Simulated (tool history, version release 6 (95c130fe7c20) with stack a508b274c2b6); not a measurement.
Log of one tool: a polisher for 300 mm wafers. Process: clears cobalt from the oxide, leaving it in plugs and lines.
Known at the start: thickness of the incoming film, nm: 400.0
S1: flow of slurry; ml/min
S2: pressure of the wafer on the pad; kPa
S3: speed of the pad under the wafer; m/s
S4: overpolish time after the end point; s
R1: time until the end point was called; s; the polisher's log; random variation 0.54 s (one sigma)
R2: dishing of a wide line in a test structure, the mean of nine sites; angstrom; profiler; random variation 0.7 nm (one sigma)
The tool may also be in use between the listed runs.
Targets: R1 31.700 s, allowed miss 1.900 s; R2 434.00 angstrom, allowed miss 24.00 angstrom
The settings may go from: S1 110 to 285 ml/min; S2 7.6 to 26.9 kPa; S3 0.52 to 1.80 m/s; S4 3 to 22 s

Run 1, hour 0.0: S1 180 ml/min, S2 17.2 kPa, S3 1.16 m/s, S4 11 s. Result: R1 61.648 s, R2 426.37 angstrom.
Run 2, hour 6.1: S1 180 ml/min, S2 17.2 kPa, S3 1.16 m/s, S4 13 s. Result: R1 60.852 s, R2 457.85 angstrom.
Run 3, hour 10.5: S1 180 ml/min, S2 17.2 kPa, S3 1.16 m/s, S4 11 s. Result: R1 60.344 s, R2 428.59 angstrom.
Run 4, hour 17.7: S1 180 ml/min, S2 18.6 kPa, S3 1.18 m/s, S4 10 s. Result: R1 56.050 s, R2 425.21 angstrom.
Run 5, hour 25.1: S1 150 ml/min, S2 18.6 kPa, S3 1.18 m/s, S4 10 s. Result: R1 57.092 s, R2 419.18 angstrom.
Run 6, hour 32.7: S1 150 ml/min, S2 22.8 kPa, S3 1.18 m/s, S4 10 s. Result: R1 48.836 s, R2 449.68 angstrom.
Run 7, hour 37.5: S1 150 ml/min, S2 23.4 kPa, S3 1.22 m/s, S4 9 s. Result: R1 45.902 s, R2 435.94 angstrom.
Run 8, hour 45.9: S1 160 ml/min, S2 26.9 kPa, S3 1.48 m/s, S4 5 s. Result: R1 33.497 s, R2 382.89 angstrom.

Which of these 5 next moves meets every target?
Run A, hour 54.3: S1 170 ml/min, S2 26.9 kPa, S3 1.52 m/s, S4 6 s. Result: R1 ?, R2 ?.
Run B, hour 54.3: S1 125 ml/min, S2 24.1 kPa, S3 1.44 m/s, S4 7 s. Result: R1 ?, R2 ?.
Run C, hour 54.3: S1 180 ml/min, S2 26.9 kPa, S3 1.56 m/s, S4 9 s. Result: R1 ?, R2 ?.
Run D, hour 54.3: S1 120 ml/min, S2 26.9 kPa, S3 1.74 m/s, S4 3 s. Result: R1 ?, R2 ?.
Run E, hour 54.3: S1 185 ml/min, S2 24.8 kPa, S3 1.58 m/s, S4 4 s. Result: R1 ?, R2 ?.

move      R1      R2
   A  32.640  428.21
   B  40.196  417.30
   C  31.524  507.63
   D  30.759  295.15
   E  33.205  339.09
A: meets every target
B: brings the result that was furthest off to its target, and leaves another outside
C: takes the result that was furthest off past its target
D: further off than the last run
E: further off than the last run
Move A is the one to make.
